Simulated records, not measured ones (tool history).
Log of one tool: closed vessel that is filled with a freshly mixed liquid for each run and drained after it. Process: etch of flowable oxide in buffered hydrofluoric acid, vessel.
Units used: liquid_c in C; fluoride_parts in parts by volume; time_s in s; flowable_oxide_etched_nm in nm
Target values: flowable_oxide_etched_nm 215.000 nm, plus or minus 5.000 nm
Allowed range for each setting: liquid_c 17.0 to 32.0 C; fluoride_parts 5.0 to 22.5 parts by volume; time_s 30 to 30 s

run 1 hour=0.0 | liquid_c=24.0 fluoride_parts=13.5 time_s=30 | flowable_oxide_etched_nm=86.612
run 2 hour=3.4 | liquid_c=26.0 fluoride_parts=11.5 time_s=30 | flowable_oxide_etched_nm=112.670
run 3 hour=6.1 | liquid_c=26.0 fluoride_parts=13.0 time_s=30 | flowable_oxide_etched_nm=100.570
run 4 hour=14.7 | liquid_c=26.0 fluoride_parts=13.0 time_s=30 | flowable_oxide_etched_nm=99.861
run 5 hour=22.1 | liquid_c=27.5 fluoride_parts=11.5 time_s=30 | flowable_oxide_etched_nm=124.530
run 6 hour=27.6 | liquid_c=27.5 fluoride_parts=11.5 time_s=30 | flowable_oxide_etched_nm=123.080
run 7 hour=29.4 | liquid_c=28.5 fluoride_parts=10.5 time_s=30 | flowable_oxide_etched_nm=142.820
run 8 hour=34.7 | liquid_c=29.5 fluoride_parts=10.0 time_s=30 | flowable_oxide_etched_nm=155.090
run 9 hour=39.4 | liquid_c=32.0 fluoride_parts=6.5 time_s=30 | flowable_oxide_etched_nm=264.210
run 10 hour=42.6 | liquid_c=31.0 fluoride_parts=6.5 time_s=30 | flowable_oxide_etched_nm=252.600
run 11 hour=45.2 | liquid_c=31.0 fluoride_parts=6.5 time_s=30 | flowable_oxide_etched_nm=252.360
run 12 hour=52.8 | liquid_c=31.0 fluoride_parts=6.5 time_s=30 | flowable_oxide_etched_nm=253.860
run 13 hour=58.1 | liquid_c=30.0 fluoride_parts=6.5 time_s=30 | flowable_oxide_etched_nm=240.810
run 14 hour=59.2 | liquid_c=29.5 fluoride_parts=6.5 time_s=30 | flowable_oxide_etched_nm=237.290

Below are 5 possible settings for the next run. Only one of them brings all results inside the allowed miss of their targets. Which is it?
run A hour=60.3 | liquid_c=28.0 fluoride_parts=6.5 time_s=30 | flowable_oxide_etched_nm=?
run B hour=60.3 | liquid_c=32.0 fluoride_parts=8.5 time_s=30 | flowable_oxide_etched_nm=?
run C hour=60.3 | liquid_c=30.0 fluoride_parts=6.0 time_s=30 | flowable_oxide_etched_nm=?
run D hour=60.3 | liquid_c=29.0 fluoride_parts=6.5 time_s=30 | flowable_oxide_etched_nm=?
run E hour=60.3 | liquid_c=28.0 fluoride_parts=7.0 time_s=30 | flowable_oxide_etched_nm=?

move=A flowable_oxide_etched_nm=215.440
move=B flowable_oxide_etched_nm=202.000
move=C flowable_oxide_etched_nm=256.510
move=D flowable_oxide_etched_nm=227.130
move=E flowable_oxide_etched_nm=202.040
A: every result lands within tolerance
B: takes the biggest miss from the last run beyond its target
C: its largest miss is bigger than the last run's
D: moves toward the targets from the last run without getting all of them in spec
E: takes the biggest miss from the last run beyond its target
So the answer is move A, the one that meets all the targets.
